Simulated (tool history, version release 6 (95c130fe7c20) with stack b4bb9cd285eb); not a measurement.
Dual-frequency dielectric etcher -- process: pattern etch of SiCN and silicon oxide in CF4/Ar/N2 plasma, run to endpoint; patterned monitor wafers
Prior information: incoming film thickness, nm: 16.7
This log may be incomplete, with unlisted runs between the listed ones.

run	hour	source power (kW)	bias power (kW)	Ar flow (sccm)	CF4 flow (sccm)	endpoint time (s)
1	0.0	0.500	0.081	106	70	18.004
2	8.4	0.560	0.081	106	70	16.518
3	12.7	0.530	0.080	107	70	17.228
4	16.4	0.530	0.080	107	58	17.860
5	21.6	0.530	0.070	107	58	18.852
6	24.8	0.530	0.070	107	70	18.450

Run 7 has not been measured yet. What should we expect?
7	27.3	0.510	0.069	107	70	?

endpoint time (s): 19.084

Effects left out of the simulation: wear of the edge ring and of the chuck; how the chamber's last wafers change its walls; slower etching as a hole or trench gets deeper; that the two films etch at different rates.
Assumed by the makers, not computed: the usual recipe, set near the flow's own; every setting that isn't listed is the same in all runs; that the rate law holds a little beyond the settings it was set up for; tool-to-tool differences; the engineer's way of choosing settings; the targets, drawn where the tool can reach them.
